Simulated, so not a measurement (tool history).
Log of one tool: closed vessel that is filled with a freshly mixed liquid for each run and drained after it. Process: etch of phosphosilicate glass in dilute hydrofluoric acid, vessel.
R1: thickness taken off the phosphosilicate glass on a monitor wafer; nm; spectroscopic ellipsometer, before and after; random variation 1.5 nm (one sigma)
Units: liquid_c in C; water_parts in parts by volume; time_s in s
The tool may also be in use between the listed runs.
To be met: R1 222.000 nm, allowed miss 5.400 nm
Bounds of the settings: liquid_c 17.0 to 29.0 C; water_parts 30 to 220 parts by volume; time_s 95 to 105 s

Run 1, hour 0.0: liquid_c 21.0 C, water_parts 125 parts by volume, time_s 95 s. Result: R1 76.667 nm.
Run 2, hour 4.0: liquid_c 21.0 C, water_parts 125 parts by volume, time_s 95 s. Result: R1 77.706 nm.
Run 3, hour 11.3: liquid_c 21.0 C, water_parts 145 parts by volume, time_s 95 s. Result: R1 65.306 nm.
Run 4, hour 16.1: liquid_c 23.0 C, water_parts 145 parts by volume, time_s 95 s. Result: R1 70.527 nm.
Run 5, hour 24.5: liquid_c 23.0 C, water_parts 120 parts by volume, time_s 95 s. Result: R1 87.511 nm.
Run 6, hour 32.6: liquid_c 26.5 C, water_parts 120 parts by volume, time_s 95 s. Result: R1 100.660 nm.
Run 7, hour 34.4: liquid_c 27.0 C, water_parts 110 parts by volume, time_s 95 s. Result: R1 112.900 nm.
Run 8, hour 35.5: liquid_c 27.5 C, water_parts 100 parts by volume, time_s 95 s. Result: R1 128.180 nm.
Run 9, hour 37.3: liquid_c 27.5 C, water_parts 95 parts by volume, time_s 95 s. Result: R1 137.180 nm.
Run 10, hour 44.7: liquid_c 29.0 C, water_parts 45 parts by volume, time_s 95 s. Result: R1 323.890 nm.
Run 11, hour 51.7: liquid_c 25.0 C, water_parts 45 parts by volume, time_s 95 s. Result: R1 277.140 nm.
Run 12, hour 56.2: liquid_c 24.0 C, water_parts 45 parts by volume, time_s 95 s. Result: R1 269.000 nm.
Run 13, hour 61.7: liquid_c 23.0 C, water_parts 45 parts by volume, time_s 95 s. Result: R1 256.140 nm.
Run 14, hour 69.2: liquid_c 22.5 C, water_parts 45 parts by volume, time_s 95 s. Result: R1 250.160 nm.
Run 15, hour 76.3: liquid_c 22.0 C, water_parts 45 parts by volume, time_s 95 s. Result: R1 247.090 nm.
Run 16, hour 83.4: liquid_c 21.5 C, water_parts 45 parts by volume, time_s 95 s. Result: R1 239.900 nm.
Run 17, hour 87.2: liquid_c 21.0 C, water_parts 45 parts by volume, time_s 95 s. Result: R1 234.160 nm.

4 next moves are on the table. One of them brings every result within its allowed miss. Which?
Run A, hour 91.0: liquid_c 21.5 C, water_parts 45 parts by volume, time_s 95 s. Result: R1 ?.
Run B, hour 91.0: liquid_c 22.5 C, water_parts 55 parts by volume, time_s 105 s. Result: R1 ?.
Run C, hour 91.0: liquid_c 23.0 C, water_parts 50 parts by volume, time_s 100 s. Result: R1 ?.
Run D, hour 91.0: liquid_c 24.0 C, water_parts 50 parts by volume, time_s 95 s. Result: R1 ?.

move       R1
   A  241.960
   B  225.280
   C  242.510
   D  240.100
A: further off than the last run
B: meets every target
C: further off than the last run
D: further off than the last run
Answer: B
